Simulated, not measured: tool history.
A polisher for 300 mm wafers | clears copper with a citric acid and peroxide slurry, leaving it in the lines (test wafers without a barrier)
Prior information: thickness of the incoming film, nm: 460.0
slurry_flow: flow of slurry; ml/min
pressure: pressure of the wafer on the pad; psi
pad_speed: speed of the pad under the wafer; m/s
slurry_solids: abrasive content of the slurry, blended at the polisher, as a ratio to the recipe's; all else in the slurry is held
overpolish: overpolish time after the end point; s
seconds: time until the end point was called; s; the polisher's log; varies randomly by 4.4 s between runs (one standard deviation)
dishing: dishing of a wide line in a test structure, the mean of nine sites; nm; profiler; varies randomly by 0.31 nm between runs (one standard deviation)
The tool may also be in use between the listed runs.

run    day  slurry_flow  pressure  pad_speed  slurry_solids  overpolish  seconds  dishing
  1      0          310       3.5       1.34              1          22   140.89   41.702
  2  0.142          310       3.5       1.34              1          15   141.04   31.723
  3  0.467          310       3.9       1.34              1          15   128.19   35.193
  4  0.683          310       3.2        1.3              1          16   162.94   30.124
  5  0.858          310       3.2        1.3              1          20   158.47   37.063
  6  0.979          310       2.9       1.24              1          18   186.44   29.842
  7  1.079          310       1.9       1.22              1          14   275.54   17.185

Estimate the outcome of run 8 from the log above:
  8  1.358          310         2       1.22              1          15        ?        ?

For run 8 the tool returned seconds 262.93 s, dishing 18.572 nm.
